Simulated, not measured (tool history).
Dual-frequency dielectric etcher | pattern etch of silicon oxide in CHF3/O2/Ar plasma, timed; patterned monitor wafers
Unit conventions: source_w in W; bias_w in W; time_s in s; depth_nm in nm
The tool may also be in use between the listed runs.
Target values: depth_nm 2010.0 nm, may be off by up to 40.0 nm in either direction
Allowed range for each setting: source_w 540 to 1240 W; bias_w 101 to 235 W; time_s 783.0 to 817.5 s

Run 1, day 0.000: source_w 890 W, bias_w 168 W, time_s 783.0 s. Result: depth_nm 1762.6 nm.
Run 2, day 0.275: source_w 970 W, bias_w 168 W, time_s 783.0 s. Result: depth_nm 1788.3 nm.
Run 3, day 0.329: source_w 1010 W, bias_w 177 W, time_s 785.5 s. Result: depth_nm 1848.6 nm.
Run 4, day 0.667: source_w 1010 W, bias_w 177 W, time_s 783.0 s. Result: depth_nm 1832.9 nm.
Run 5, day 0.933: source_w 940 W, bias_w 177 W, time_s 783.0 s. Result: depth_nm 1790.3 nm.
Run 6, day 1.042: source_w 940 W, bias_w 188 W, time_s 783.0 s. Result: depth_nm 1821.1 nm.
Run 7, day 1.404: source_w 1000 W, bias_w 193 W, time_s 785.0 s. Result: depth_nm 1884.5 nm.
Run 8, day 1.612: source_w 1040 W, bias_w 196 W, time_s 785.5 s. Result: depth_nm 1884.6 nm.

Consider the 5 candidate settings below. Which is the only one whose results all fall within their allowed miss of target?
Run A, day 1.821: source_w 1010 W, bias_w 194 W, time_s 804.0 s. Result: depth_nm ?.
Run B, day 1.821: source_w 980 W, bias_w 138 W, time_s 798.5 s. Result: depth_nm ?.
Run C, day 1.821: source_w 960 W, bias_w 197 W, time_s 810.5 s. Result: depth_nm ?.
Run D, day 1.821: source_w 850 W, bias_w 229 W, time_s 808.0 s. Result: depth_nm ?.
Run E, day 1.821: source_w 1020 W, bias_w 207 W, time_s 817.5 s. Result: depth_nm ?.

move  depth_nm
   A    1923.7
   B    1758.9
   C    1917.1
   D    1914.1
   E    1992.1
A: better than the last run, though not everything is in spec
B: misses by more than the last run did
C: better than the last run, though not everything is in spec
D: better than the last run, though not everything is in spec
E: every result lands within tolerance
The move that meets every target is E.
